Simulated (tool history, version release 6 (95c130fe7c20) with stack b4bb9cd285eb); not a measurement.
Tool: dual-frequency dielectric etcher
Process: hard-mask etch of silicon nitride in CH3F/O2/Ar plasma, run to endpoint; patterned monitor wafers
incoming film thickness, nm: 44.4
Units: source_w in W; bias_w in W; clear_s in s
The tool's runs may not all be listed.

Run 1, hour 0.0: source_w 440 W, bias_w 95 W. Result: clear_s 53.748 s.
Run 2, hour 7.4: source_w 440 W, bias_w 105 W. Result: clear_s 51.625 s.
Run 3, hour 15.9: source_w 420 W, bias_w 102 W. Result: clear_s 54.288 s.
Run 4, hour 24.9: source_w 480 W, bias_w 102 W. Result: clear_s 50.367 s.
Run 5, hour 27.9: source_w 480 W, bias_w 96 W. Result: clear_s 51.036 s.
Run 6, hour 36.4: source_w 510 W, bias_w 96 W. Result: clear_s 49.148 s.

Run 7 comes next. What will it give?
Run 7, hour 40.7: source_w 480 W, bias_w 94 W. Result: clear_s ?.

clear_s: 51.041 s
